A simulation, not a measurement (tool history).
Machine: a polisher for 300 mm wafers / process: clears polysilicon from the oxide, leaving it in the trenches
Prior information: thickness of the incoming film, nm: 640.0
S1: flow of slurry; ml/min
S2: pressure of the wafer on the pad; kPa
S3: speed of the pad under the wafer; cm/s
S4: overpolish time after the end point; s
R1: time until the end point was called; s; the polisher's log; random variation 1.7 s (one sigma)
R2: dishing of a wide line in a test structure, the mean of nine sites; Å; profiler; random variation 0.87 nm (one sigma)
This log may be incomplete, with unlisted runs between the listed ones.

run  hour   S1    S2  S3  S4      R1      R2
  1     0  275  11.7  76  24  95.126  593.58
  2     4  275  11.7  82  24  88.773  633.37
  3   7.3  275  14.5  82  24  72.981  647.45
  4  11.7  275  11.7  82  24  88.725  627.03
       18  -- slurry nozzle cleaned
  5    18  275  13.1  82  24  78.114  639.53
  6    22  275    11  80  20  95.692   594.3

Expected results for the next run?
  7  23.3  280  9.7  78  16   ?   ?

R1: 111.14 s
R2: 495.42 Å

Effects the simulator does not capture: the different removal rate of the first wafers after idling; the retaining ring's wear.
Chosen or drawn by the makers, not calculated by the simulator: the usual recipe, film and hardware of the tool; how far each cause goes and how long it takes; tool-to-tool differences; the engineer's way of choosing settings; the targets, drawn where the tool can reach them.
